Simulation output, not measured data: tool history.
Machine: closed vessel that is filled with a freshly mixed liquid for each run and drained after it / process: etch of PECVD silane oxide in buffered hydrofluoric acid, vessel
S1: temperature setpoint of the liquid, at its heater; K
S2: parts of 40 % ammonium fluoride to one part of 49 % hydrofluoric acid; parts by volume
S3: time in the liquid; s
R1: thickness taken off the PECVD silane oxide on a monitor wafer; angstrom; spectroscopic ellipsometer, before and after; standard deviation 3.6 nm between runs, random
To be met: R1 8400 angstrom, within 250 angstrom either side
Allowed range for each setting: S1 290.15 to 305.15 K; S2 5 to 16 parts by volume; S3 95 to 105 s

run,hour,S1,S2,S3,R1
1,0,298.15,9.5,95,4702.2
2,0.8,298.15,9.5,105,5197.2
3,1.9,299.65,9.5,105,5601.3
4,8.1,299.65,9.5,95,5061.2
5,14,299.65,10.5,95,4669
6,17,301.15,9.5,95,5516.5
7,17.6,302.15,9,95,6043.5
8,18.2,303.15,8.5,95,6707.3
9,19.6,303.65,8,95,7408.4
10,28.4,304.15,8,95,7572.1
11,33.1,304.65,8,95,7741.4

5 next moves are on the table. One of them brings every result within its allowed miss. Which?
A,37.8,305.15,10,105,?
B,37.8,302.65,7.5,105,?
C,37.8,304.65,8.5,95,?
D,37.8,302.65,8,95,?
E,37.8,302.65,7.5,95,?

move,R1
A,7324.8
B,8366.7
C,7339.6
D,7060.1
E,7569.8
A: its largest miss is bigger than the last run's
B: every result lands within tolerance
C: its largest miss is bigger than the last run's
D: its largest miss is bigger than the last run's
E: its largest miss is bigger than the last run's
Move B is the one to make.
